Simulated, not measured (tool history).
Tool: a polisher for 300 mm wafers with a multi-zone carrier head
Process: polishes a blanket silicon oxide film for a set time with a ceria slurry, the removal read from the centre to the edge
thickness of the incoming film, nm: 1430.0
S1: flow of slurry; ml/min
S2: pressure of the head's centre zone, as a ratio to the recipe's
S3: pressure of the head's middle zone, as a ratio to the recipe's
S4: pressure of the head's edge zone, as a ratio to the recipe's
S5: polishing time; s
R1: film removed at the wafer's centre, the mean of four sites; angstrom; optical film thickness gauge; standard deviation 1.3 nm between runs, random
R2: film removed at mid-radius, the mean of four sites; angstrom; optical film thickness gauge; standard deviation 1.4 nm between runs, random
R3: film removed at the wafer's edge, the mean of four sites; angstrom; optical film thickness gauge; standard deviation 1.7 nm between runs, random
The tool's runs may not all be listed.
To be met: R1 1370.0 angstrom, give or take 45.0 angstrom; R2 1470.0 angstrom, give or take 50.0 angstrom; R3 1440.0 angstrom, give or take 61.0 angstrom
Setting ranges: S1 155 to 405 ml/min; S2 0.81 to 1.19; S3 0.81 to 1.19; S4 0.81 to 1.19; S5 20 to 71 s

run 1 hour=0.0 | S1=260 S2=1.00 S3=1.00 S4=1.00 S5=45 | R1=1700.3 R2=1706.6 R3=1723.8
run 2 hour=6.4 | S1=260 S2=0.99 S3=0.99 S4=0.98 S5=44 | R1=1653.6 R2=1664.2 R3=1703.1
run 3 hour=11.3 | S1=260 S2=0.99 S3=0.99 S4=0.98 S5=43 | R1=1589.1 R2=1635.4 R3=1627.1
run 4 hour=12.9 | S1=260 S2=1.06 S3=0.99 S4=0.98 S5=43 | R1=1725.2 R2=1628.7 R3=1638.1
run 5 hour=15.4 | S1=260 S2=1.06 S3=0.99 S4=0.98 S5=53 | R1=2107.1 R2=1965.1 R3=2051.6
run 6 hour=23.3 | S1=260 S2=1.10 S3=0.99 S4=0.98 S5=53 | R1=2171.1 R2=1977.5 R3=2016.3
run 7 hour=29.1 | S1=260 S2=1.08 S3=0.99 S4=0.97 S5=51 | R1=2054.2 R2=1909.0 R3=1940.8
run 8 hour=32.4 | S1=260 S2=1.06 S3=0.99 S4=0.96 S5=49 | R1=1948.7 R2=1847.0 R3=1850.0
run 9 hour=34.4 | S1=260 S2=1.04 S3=0.98 S4=0.95 S5=48 | R1=1859.7 R2=1782.6 R3=1814.6
-- hour=35.1 worn pad replaced by a new one
run 10 hour=35.1 | S1=260 S2=1.03 S3=0.98 S4=0.95 S5=47 | R1=1900.0 R2=1836.9 R3=1853.1
run 11 hour=38.7 | S1=260 S2=1.03 S3=1.00 S4=0.97 S5=47 | R1=1912.4 R2=1872.5 R3=1905.8
run 12 hour=46.2 | S1=245 S2=0.93 S3=0.90 S4=0.87 S5=39 | R1=1415.0 R2=1419.2 R3=1516.9
run 13 hour=49.2 | S1=245 S2=0.93 S3=0.90 S4=0.87 S5=39 | R1=1422.9 R2=1422.3 R3=1479.9

Below are 5 possible settings for the next run. Only one of them brings all results inside the allowed miss of their targets. Which is it?
run A hour=52.2 | S1=285 S2=1.01 S3=0.96 S4=0.88 S5=37 | R1=? R2=? R3=?
run B hour=52.2 | S1=190 S2=0.86 S3=0.90 S4=0.86 S5=42 | R1=? R2=? R3=?
run C hour=52.2 | S1=230 S2=0.90 S3=0.94 S4=0.81 S5=39 | R1=? R2=? R3=?
run D hour=52.2 | S1=260 S2=0.89 S3=0.90 S4=0.93 S5=39 | R1=? R2=? R3=?
run E hour=52.2 | S1=255 S2=1.08 S3=1.00 S4=0.81 S5=37 | R1=? R2=? R3=?

move=A R1=1495.9 R2=1427.2 R3=1424.8
move=B R1=1363.0 R2=1459.5 R3=1541.5
move=C R1=1365.7 R2=1443.2 R3=1421.2
move=D R1=1372.3 R2=1412.3 R3=1530.2
move=E R1=1579.4 R2=1458.9 R3=1360.0
A: lands further from the targets than the last run did
B: gets the furthest-off result to its target, but another result is out of tolerance
C: every result within its allowed miss
D: gets the furthest-off result to its target, but another result is out of tolerance
E: lands further from the targets than the last run did
The move that meets every target is C.

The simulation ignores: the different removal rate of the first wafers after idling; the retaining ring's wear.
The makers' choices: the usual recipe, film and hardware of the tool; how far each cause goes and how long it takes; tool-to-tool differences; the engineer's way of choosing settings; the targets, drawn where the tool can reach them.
